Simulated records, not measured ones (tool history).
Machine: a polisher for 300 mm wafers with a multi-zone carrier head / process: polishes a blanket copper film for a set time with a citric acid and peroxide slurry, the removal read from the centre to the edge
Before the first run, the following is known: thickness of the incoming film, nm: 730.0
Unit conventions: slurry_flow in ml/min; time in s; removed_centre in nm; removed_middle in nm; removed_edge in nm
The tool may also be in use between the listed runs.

{"run": 1, "hour": 0.0, "slurry_flow": 215, "centre_zone": 1, "middle_zone": 1, "edge_zone": 1, "slurry_solids": 1, "time": 88, "removed_centre": 132.3, "removed_middle": 135.55, "removed_edge": 132.49}
{"run": 2, "hour": 4.6, "slurry_flow": 220, "centre_zone": 1.01, "middle_zone": 1.02, "edge_zone": 1.03, "slurry_solids": 1.1, "time": 92, "removed_centre": 141.71, "removed_middle": 146.46, "removed_edge": 143.5}
{"run": 3, "hour": 7.9, "slurry_flow": 230, "centre_zone": 1.02, "middle_zone": 1.04, "edge_zone": 1.05, "slurry_solids": 1.15, "time": 95, "removed_centre": 150.86, "removed_middle": 156.6, "removed_edge": 153.01}
{"run": 4, "hour": 8.4, "slurry_flow": 240, "centre_zone": 1.03, "middle_zone": 1.06, "edge_zone": 1.07, "slurry_solids": 1.2, "time": 97, "removed_centre": 158.54, "removed_middle": 168.62, "removed_edge": 158.03}
{"run": 5, "hour": 11.1, "slurry_flow": 190, "centre_zone": 1.03, "middle_zone": 1.06, "edge_zone": 1.07, "slurry_solids": 1.2, "time": 97, "removed_centre": 152.84, "removed_middle": 158.81, "removed_edge": 158.89}
{"run": 6, "hour": 12.4, "slurry_flow": 190, "centre_zone": 1.03, "middle_zone": 1.06, "edge_zone": 1.07, "slurry_solids": 1.3, "time": 97, "removed_centre": 152.19, "removed_middle": 161.71, "removed_edge": 158.45}
{"run": 7, "hour": 18.4, "slurry_flow": 250, "centre_zone": 1.08, "middle_zone": 1.14, "edge_zone": 1.17, "slurry_solids": 1.5, "time": 115, "removed_centre": 211.89, "removed_middle": 227.49, "removed_edge": 206.86}
{"run": 8, "hour": 24.9, "slurry_flow": 240, "centre_zone": 1.07, "middle_zone": 1.14, "edge_zone": 1.17, "slurry_solids": 1.5, "time": 115, "removed_centre": 207.04, "removed_middle": 222.41, "removed_edge": 205.12}
{"run": 9, "hour": 28.5, "slurry_flow": 235, "centre_zone": 1.06, "middle_zone": 1.14, "edge_zone": 1.17, "slurry_solids": 1.5, "time": 115, "removed_centre": 205.86, "removed_middle": 226.22, "removed_edge": 210.75}
{"run": 10, "hour": 36.9, "slurry_flow": 230, "centre_zone": 1.06, "middle_zone": 1.14, "edge_zone": 1.17, "slurry_solids": 1.5, "time": 115, "removed_centre": 203.58, "removed_middle": 221.39, "removed_edge": 209.45}
{"hour": 45.3, "done": "slurry nozzle cleaned"}
{"run": 11, "hour": 45.3, "slurry_flow": 225, "centre_zone": 1.05, "middle_zone": 1.15, "edge_zone": 1.16, "slurry_solids": 1.5, "time": 115, "removed_centre": 220.12, "removed_middle": 243.36, "removed_edge": 224.07}
{"run": 12, "hour": 50.6, "slurry_flow": 235, "centre_zone": 1.04, "middle_zone": 1.14, "edge_zone": 1.17, "slurry_solids": 1.5, "time": 115, "removed_centre": 223.56, "removed_middle": 239.65, "removed_edge": 223.1}
{"run": 13, "hour": 58.7, "slurry_flow": 225, "centre_zone": 1.05, "middle_zone": 1.14, "edge_zone": 1.16, "slurry_solids": 1.5, "time": 115, "removed_centre": 222.16, "removed_middle": 238.48, "removed_edge": 221.91}
{"run": 14, "hour": 64.2, "slurry_flow": 230, "centre_zone": 1.05, "middle_zone": 1.14, "edge_zone": 1.17, "slurry_solids": 1.45, "time": 116, "removed_centre": 223.05, "removed_middle": 238.87, "removed_edge": 225.92}
{"run": 15, "hour": 71.9, "slurry_flow": 230, "centre_zone": 1.05, "middle_zone": 1.14, "edge_zone": 1.17, "slurry_solids": 1.45, "time": 116, "removed_centre": 225.81, "removed_middle": 240.01, "removed_edge": 220.99}
{"run": 16, "hour": 77.3, "slurry_flow": 230, "centre_zone": 1.05, "middle_zone": 1.14, "edge_zone": 1.17, "slurry_solids": 1.45, "time": 116, "removed_centre": 223.89, "removed_middle": 241.06, "removed_edge": 218.9}

Run 17 comes next. What will it give?
{"run": 17, "hour": 78.2, "slurry_flow": 225, "centre_zone": 1.06, "middle_zone": 1.14, "edge_zone": 1.14, "slurry_solids": 1.45, "time": 116, "removed_centre": "?", "removed_middle": "?", "removed_edge": "?"}

removed_centre: 222.82 nm
removed_middle: 243.19 nm
removed_edge: 214.27 nm
